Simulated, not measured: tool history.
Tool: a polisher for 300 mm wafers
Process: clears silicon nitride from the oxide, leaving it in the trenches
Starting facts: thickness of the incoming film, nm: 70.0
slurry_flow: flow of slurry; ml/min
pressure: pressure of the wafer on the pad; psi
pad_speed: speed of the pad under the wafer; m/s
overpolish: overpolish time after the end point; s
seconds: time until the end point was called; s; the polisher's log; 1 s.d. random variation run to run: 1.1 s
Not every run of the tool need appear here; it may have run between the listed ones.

run,hour,slurry_flow,pressure,pad_speed,overpolish,seconds
1,0.0,235,3.0,0.86,36,81.911
2,6.2,235,2.7,0.86,36,90.789
3,9.6,285,2.7,0.86,36,86.844
4,18.1,285,2.7,0.86,39,88.868
5,18.7,285,2.2,0.86,39,107.160
6,24.4,285,2.7,0.86,39,88.146
7,25.6,275,2.5,0.86,39,96.678
8,28.1,265,2.4,0.86,39,99.605
9,35.6,260,2.3,0.86,39,103.920
10,37.9,245,1.8,0.86,39,133.440
11,39.6,255,1.8,0.86,39,130.930
12,47.6,265,1.8,0.86,39,130.670
13,51.3,270,1.8,0.86,39,130.490
14,57.2,275,1.8,0.86,39,129.810

Run 15 is up next; what results do you expect?
15,59.5,280,1.8,0.86,39,?

seconds: 130.610 s
